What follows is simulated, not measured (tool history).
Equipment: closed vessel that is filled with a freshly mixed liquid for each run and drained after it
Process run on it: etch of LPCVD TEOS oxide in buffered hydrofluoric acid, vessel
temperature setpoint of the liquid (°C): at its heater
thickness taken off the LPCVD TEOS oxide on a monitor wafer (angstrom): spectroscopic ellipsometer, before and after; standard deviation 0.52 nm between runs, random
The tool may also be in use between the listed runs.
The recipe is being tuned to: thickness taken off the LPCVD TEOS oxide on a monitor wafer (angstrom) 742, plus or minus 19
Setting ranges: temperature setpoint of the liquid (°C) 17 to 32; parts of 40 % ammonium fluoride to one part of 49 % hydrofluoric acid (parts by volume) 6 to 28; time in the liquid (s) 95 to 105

run,hour,temperature setpoint of the liquid (°C),parts of 40 % ammonium fluoride to one part of 49 % hydrofluoric acid (parts by volume),time in the liquid (s),thickness taken off the LPCVD TEOS oxide on a monitor wafer (angstrom)
1,0,24,17,95,1399
2,8.1,21.5,17,95,1226
3,12.1,20,18.5,95,1022.2
4,14.9,17,18.5,95,869.13
5,23.1,17,18.5,105,963.5
6,26.4,17,18.5,105,946.08
7,28.7,17,20,105,886.25
8,32.8,17,21,105,862.56
9,41.7,17,24.5,105,770.53

Exercise: of the 5 proposed moves below, exactly one satisfies all targets within the stated allowed misses. Which move is it?
A,50.6,19,26,100,?
B,50.6,17.5,25,100,?
C,50.6,17,21,95,?
D,50.6,17.5,25,95,?
E,50.6,17.5,24.5,105,?

move,thickness taken off the LPCVD TEOS oxide on a monitor wafer (angstrom)
A,799.47
B,754.27
C,785.61
D,716.55
E,803.14
A: lands further from the targets than the last run did
B: meets every target
C: lands further from the targets than the last run did
D: pushes the last run's worst result past its target
E: lands further from the targets than the last run did
Correct choice: B, which meets every target
